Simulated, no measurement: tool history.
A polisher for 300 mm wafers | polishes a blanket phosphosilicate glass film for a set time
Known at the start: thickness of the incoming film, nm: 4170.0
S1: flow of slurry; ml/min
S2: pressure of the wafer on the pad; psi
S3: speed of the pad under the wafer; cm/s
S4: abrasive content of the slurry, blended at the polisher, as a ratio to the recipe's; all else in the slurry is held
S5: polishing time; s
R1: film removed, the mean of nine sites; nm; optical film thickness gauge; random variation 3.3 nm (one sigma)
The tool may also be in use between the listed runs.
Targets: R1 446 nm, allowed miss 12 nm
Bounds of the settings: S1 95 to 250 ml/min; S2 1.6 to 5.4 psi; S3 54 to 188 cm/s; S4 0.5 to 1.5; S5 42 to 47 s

run 1 hour=0 | S1=160 S2=3.5 S3=120 S4=1 S5=47 | R1=608.64
run 2 hour=8.3 | S1=160 S2=3.5 S3=120 S4=1 S5=42 | R1=548.95
run 3 hour=9.2 | S1=155 S2=3.3 S3=120 S4=1 S5=42 | R1=516.23
run 4 hour=16.8 | S1=155 S2=3.3 S3=92 S4=1 S5=42 | R1=412.05
run 5 hour=21.4 | S1=165 S2=3.3 S3=92 S4=1 S5=42 | R1=414.95
run 6 hour=28 | S1=145 S2=3.3 S3=92 S4=1 S5=42 | R1=408.36
run 7 hour=36.1 | S1=155 S2=3.4 S3=92 S4=1 S5=42 | R1=425.88
run 8 hour=43.1 | S1=160 S2=3.4 S3=92 S4=1 S5=42 | R1=429.48
run 9 hour=45.6 | S1=165 S2=3.4 S3=92 S4=1 S5=42 | R1=425.25

4 next moves are on the table. One of them brings every result within its allowed miss. Which?
run A hour=48.1 | S1=180 S2=3.6 S3=88 S4=1.1 S5=43 | R1=?
run B hour=48.1 | S1=170 S2=3.6 S3=100 S4=0.95 S5=43 | R1=?
run C hour=48.1 | S1=175 S2=3.2 S3=82 S4=1.05 S5=45 | R1=?
run D hour=48.1 | S1=120 S2=3 S3=104 S4=1.15 S5=44 | R1=?

move=A R1=481.41
move=B R1=491.98
move=C R1=414.12
move=D R1=450.31
A: takes the result that was furthest off past its target
B: takes the result that was furthest off past its target
C: further off than the last run
D: meets every target
Move D is the one to make.
